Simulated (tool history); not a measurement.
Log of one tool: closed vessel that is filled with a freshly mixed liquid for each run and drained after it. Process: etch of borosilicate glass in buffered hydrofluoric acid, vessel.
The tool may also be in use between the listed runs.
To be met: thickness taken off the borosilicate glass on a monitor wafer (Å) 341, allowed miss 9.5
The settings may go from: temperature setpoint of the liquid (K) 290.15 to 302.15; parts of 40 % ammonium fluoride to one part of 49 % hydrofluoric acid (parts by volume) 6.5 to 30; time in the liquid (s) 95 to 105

| run | hour | temperature setpoint of the liquid (K) | parts of 40 % ammonium fluoride to one part of 49 % hydrofluoric acid (parts by volume) | time in the liquid (s) | thickness taken off the borosilicate glass on a monitor wafer (Å) |
|---|---|---|---|---|---|
| 1 | 0 | 294.15 | 18.5 | 95 | 502.94 |
| 2 | 3.2 | 293.15 | 19.5 | 95 | 456.87 |
| 3 | 5.1 | 296.15 | 19.5 | 95 | 546.36 |
| 4 | 6.2 | 296.15 | 16 | 95 | 637.78 |
| 5 | 11.7 | 296.15 | 18.5 | 95 | 556.51 |
| 6 | 20.1 | 298.15 | 18.5 | 95 | 617.81 |
| 7 | 21 | 296.15 | 19.5 | 95 | 541.37 |
| 8 | 25 | 294.65 | 20.5 | 95 | 480.89 |
| 9 | 32.2 | 293.65 | 21 | 95 | 445.78 |
| 10 | 35.9 | 292.65 | 21.5 | 95 | 420.71 |

Which of these 4 next moves meets every target?
| A | 39.6 | 293.65 | 22.5 | 105 | ? |
| B | 39.6 | 293.65 | 18.5 | 105 | ? |
| C | 39.6 | 293.15 | 29 | 95 | ? |
| D | 39.6 | 291.65 | 16.5 | 100 | ? |

| move | thickness taken off the borosilicate glass on a monitor wafer (Å) |
|---|---|
| A | 471.81 |
| B | 540.59 |
| C | 341.66 |
| D | 513.34 |
A: further off than the last run
B: further off than the last run
C: meets every target
D: further off than the last run
Answer: C
